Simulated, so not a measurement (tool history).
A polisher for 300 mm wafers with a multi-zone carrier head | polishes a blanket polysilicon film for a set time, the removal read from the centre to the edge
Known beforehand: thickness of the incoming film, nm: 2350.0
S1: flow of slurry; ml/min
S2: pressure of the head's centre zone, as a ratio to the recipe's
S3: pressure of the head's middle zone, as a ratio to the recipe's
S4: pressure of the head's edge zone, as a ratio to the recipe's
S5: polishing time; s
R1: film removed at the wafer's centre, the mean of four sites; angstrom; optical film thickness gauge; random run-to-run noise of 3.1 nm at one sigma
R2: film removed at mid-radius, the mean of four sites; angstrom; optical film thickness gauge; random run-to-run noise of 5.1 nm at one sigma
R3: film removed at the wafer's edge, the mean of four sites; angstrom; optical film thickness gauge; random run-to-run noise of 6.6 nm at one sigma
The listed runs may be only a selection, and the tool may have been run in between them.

run  hour   S1    S2    S3    S4  S5      R1      R2      R3
  1     0  205     1     1     1  81  5397.4  5757.4    5594
  2   3.5  205     1  1.03     1  81  5502.6  5917.4  5538.4
  3   7.9  200  0.97  1.03  0.99  79  5154.5  5726.3  5456.5
  4    15  200  0.97  1.06  0.99  79  5186.5    5816  5231.2
  5  17.3  195  0.94  1.06     1  77  4863.6  5627.8  5237.1
  6  20.4  190  0.92  1.06  0.99  76  4665.3  5603.4  5145.8
  7  24.7  185  0.91  1.06  0.98  75  4548.2    5509  4985.2
  8  28.4  180   0.9  1.05  0.97  74  4416.7  5347.4  5002.3
  9  33.1  180  0.89  1.05  0.96  73  4317.1  5214.8  4828.5
 10  37.4  175  0.88  1.05  0.96  72  4130.6  5111.2  4764.6
 11    42  170  0.87  1.05  0.95  72  4162.4  5115.4  4724.9
 12  49.7  170  0.86  1.05  0.95  71    3948  5008.3  4732.1
 13  53.2  165  0.86  1.05  0.94  71    3973  5018.7  4614.7

What will run 14 give?
 14  62.2  160  0.85  1.05  0.94  71   ?   ?   ?

Logged for run 14: R1 3892.9 angstrom, R2 5064.5 angstrom, R3 4744.3 angstrom.

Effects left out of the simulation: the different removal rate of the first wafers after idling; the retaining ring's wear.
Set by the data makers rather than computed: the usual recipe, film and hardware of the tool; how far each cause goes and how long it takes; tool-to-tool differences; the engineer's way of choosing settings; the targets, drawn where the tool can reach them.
